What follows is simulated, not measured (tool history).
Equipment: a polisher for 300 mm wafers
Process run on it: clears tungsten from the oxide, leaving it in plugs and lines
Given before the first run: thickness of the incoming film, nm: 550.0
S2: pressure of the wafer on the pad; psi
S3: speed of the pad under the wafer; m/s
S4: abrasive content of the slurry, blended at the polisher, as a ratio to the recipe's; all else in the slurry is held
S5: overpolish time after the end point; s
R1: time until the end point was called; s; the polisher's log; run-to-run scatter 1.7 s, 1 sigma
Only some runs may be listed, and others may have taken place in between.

run 1 hour=0.0 | flow_of_slurry_(ml/min)=225 S2=4.3 S3=1.32 S4=1.00 S5=47 | R1=78.620
run 2 hour=8.9 | flow_of_slurry_(ml/min)=225 S2=3.8 S3=1.30 S4=1.00 S5=47 | R1=90.717
run 3 hour=14.2 | flow_of_slurry_(ml/min)=225 S2=3.8 S3=1.48 S4=1.00 S5=47 | R1=81.820
run 4 hour=16.5 | flow_of_slurry_(ml/min)=225 S2=4.2 S3=1.48 S4=1.00 S5=47 | R1=77.095
-- hour=24.5 slurry nozzle cleaned
run 5 hour=24.5 | flow_of_slurry_(ml/min)=225 S2=4.2 S3=1.48 S4=1.15 S5=47 | R1=69.765
run 6 hour=29.9 | flow_of_slurry_(ml/min)=225 S2=4.2 S3=1.48 S4=1.25 S5=47 | R1=68.848

For run 7, what comes out?
run 7 hour=34.4 | flow_of_slurry_(ml/min)=225 S2=3.7 S3=1.44 S4=1.25 S5=47 | R1=?

Logged for run 7: R1 80.925 s.

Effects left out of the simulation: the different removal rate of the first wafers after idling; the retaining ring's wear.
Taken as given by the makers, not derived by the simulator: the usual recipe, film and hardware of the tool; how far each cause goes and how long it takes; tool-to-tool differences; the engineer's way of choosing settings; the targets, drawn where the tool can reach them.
